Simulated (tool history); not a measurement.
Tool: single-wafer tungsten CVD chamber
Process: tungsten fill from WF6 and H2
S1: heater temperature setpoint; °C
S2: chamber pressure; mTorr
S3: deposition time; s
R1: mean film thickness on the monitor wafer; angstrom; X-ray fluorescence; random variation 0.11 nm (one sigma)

run,hour,S1,S2,S3,R1
1,0.0,390,33300,25.6,685.54
2,8.6,386,32600,25.6,628.82
3,13.2,383,32000,25.6,595.53
4,19.4,380,31100,25.5,550.99
5,22.7,378,30600,25.5,528.71
6,25.5,376,30100,25.5,503.01

The next listed run, before its measurement:
7,30.8,374,29800,25.5,?

{"run 7": {"R1": 484.52}}

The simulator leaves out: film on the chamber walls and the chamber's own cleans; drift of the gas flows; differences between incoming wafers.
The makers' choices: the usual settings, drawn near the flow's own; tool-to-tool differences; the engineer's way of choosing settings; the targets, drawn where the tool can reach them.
